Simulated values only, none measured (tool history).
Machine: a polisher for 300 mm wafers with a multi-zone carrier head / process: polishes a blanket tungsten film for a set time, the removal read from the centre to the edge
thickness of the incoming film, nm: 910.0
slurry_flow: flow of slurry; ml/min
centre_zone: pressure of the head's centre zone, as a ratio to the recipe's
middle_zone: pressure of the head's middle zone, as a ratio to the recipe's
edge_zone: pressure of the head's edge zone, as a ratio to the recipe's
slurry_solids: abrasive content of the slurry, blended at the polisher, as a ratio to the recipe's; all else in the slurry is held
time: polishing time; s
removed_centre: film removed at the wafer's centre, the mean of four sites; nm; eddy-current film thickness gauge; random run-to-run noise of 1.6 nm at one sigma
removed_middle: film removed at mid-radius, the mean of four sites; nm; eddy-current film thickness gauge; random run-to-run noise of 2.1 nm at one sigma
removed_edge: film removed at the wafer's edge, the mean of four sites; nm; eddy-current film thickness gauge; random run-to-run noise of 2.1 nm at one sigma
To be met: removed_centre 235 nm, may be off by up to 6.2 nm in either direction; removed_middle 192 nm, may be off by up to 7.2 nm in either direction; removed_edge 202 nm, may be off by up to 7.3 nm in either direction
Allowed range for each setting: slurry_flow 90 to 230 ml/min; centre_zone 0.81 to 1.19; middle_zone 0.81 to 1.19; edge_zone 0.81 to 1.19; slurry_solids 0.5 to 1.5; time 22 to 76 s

{"run": 1, "hour": 0.0, "slurry_flow": 150, "centre_zone": 1, "middle_zone": 1, "edge_zone": 1, "slurry_solids": 1, "time": 49, "removed_centre": 311.53, "removed_middle": 317.19, "removed_edge": 310.83}
{"run": 2, "hour": 5.6, "slurry_flow": 145, "centre_zone": 1.02, "middle_zone": 0.97, "edge_zone": 0.97, "slurry_solids": 0.9, "time": 47, "removed_centre": 300.97, "removed_middle": 289.44, "removed_edge": 281.36}
{"run": 3, "hour": 10.3, "slurry_flow": 140, "centre_zone": 1.02, "middle_zone": 0.93, "edge_zone": 0.96, "slurry_solids": 0.8, "time": 45, "removed_centre": 275.08, "removed_middle": 256.92, "removed_edge": 263.59}
{"run": 4, "hour": 17.4, "slurry_flow": 135, "centre_zone": 1.03, "middle_zone": 0.91, "edge_zone": 0.93, "slurry_solids": 0.75, "time": 44, "removed_centre": 267.71, "removed_middle": 241.34, "removed_edge": 251.13}
{"run": 5, "hour": 21.2, "slurry_flow": 135, "centre_zone": 1.04, "middle_zone": 0.9, "edge_zone": 0.91, "slurry_solids": 0.7, "time": 43, "removed_centre": 256.5, "removed_middle": 235.51, "removed_edge": 239.24}
{"run": 6, "hour": 24.4, "slurry_flow": 135, "centre_zone": 1.04, "middle_zone": 0.9, "edge_zone": 0.91, "slurry_solids": 0.8, "time": 43, "removed_centre": 266.6, "removed_middle": 241.29, "removed_edge": 239.55}
{"run": 7, "hour": 29.1, "slurry_flow": 130, "centre_zone": 1.05, "middle_zone": 0.88, "edge_zone": 0.89, "slurry_solids": 0.75, "time": 43, "removed_centre": 263.75, "removed_middle": 230.24, "removed_edge": 236.7}
{"run": 8, "hour": 30.0, "slurry_flow": 125, "centre_zone": 1.06, "middle_zone": 0.87, "edge_zone": 0.87, "slurry_solids": 0.7, "time": 42, "removed_centre": 254.93, "removed_middle": 217.02, "removed_edge": 226.56}
{"run": 9, "hour": 37.8, "slurry_flow": 125, "centre_zone": 1.07, "middle_zone": 0.87, "edge_zone": 0.86, "slurry_solids": 0.65, "time": 41, "removed_centre": 241.84, "removed_middle": 210.92, "removed_edge": 216.46}
{"run": 10, "hour": 39.9, "slurry_flow": 100, "centre_zone": 1.12, "middle_zone": 0.81, "edge_zone": 0.81, "slurry_solids": 0.6, "time": 40, "removed_centre": 230.13, "removed_middle": 183.36, "removed_edge": 190.87}
{"run": 11, "hour": 47.3, "slurry_flow": 105, "centre_zone": 1.11, "middle_zone": 0.81, "edge_zone": 0.82, "slurry_solids": 0.6, "time": 40, "removed_centre": 232.13, "removed_middle": 184.41, "removed_edge": 195.83}

Next run, 4 choices. One meets every target within its allowed miss, the rest don't. Which?
{"run": "A", "hour": 54.7, "slurry_flow": 95, "centre_zone": 1.17, "middle_zone": 0.9, "edge_zone": 0.81, "slurry_solids": 0.6, "time": 39, "removed_centre": "?", "removed_middle": "?", "removed_edge": "?"}
{"run": "B", "hour": 54.7, "slurry_flow": 110, "centre_zone": 1.14, "middle_zone": 0.81, "edge_zone": 0.82, "slurry_solids": 0.5, "time": 39, "removed_centre": "?", "removed_middle": "?", "removed_edge": "?"}
{"run": "C", "hour": 54.7, "slurry_flow": 90, "centre_zone": 1.19, "middle_zone": 0.93, "edge_zone": 0.81, "slurry_solids": 0.6, "time": 39, "removed_centre": "?", "removed_middle": "?", "removed_edge": "?"}
{"run": "D", "hour": 54.7, "slurry_flow": 90, "centre_zone": 1.15, "middle_zone": 0.87, "edge_zone": 0.87, "slurry_solids": 0.65, "time": 41, "removed_centre": "?", "removed_middle": "?", "removed_edge": "?"}

move=A removed_centre=228.07 removed_middle=186.94 removed_edge=184.66
move=B removed_centre=223.33 removed_middle=173.12 removed_edge=183.12
move=C removed_centre=227.6 removed_middle=188.5 removed_edge=182.73
move=D removed_centre=236.16 removed_middle=192.39 removed_edge=202.04
A: meets the target for the result that was furthest off, but another lies outside its allowed miss
B: lands further from the targets than the last run did
C: meets the target for the result that was furthest off, but another lies outside its allowed miss
D: all results land within tolerance of their targets
The move that meets every target is D.
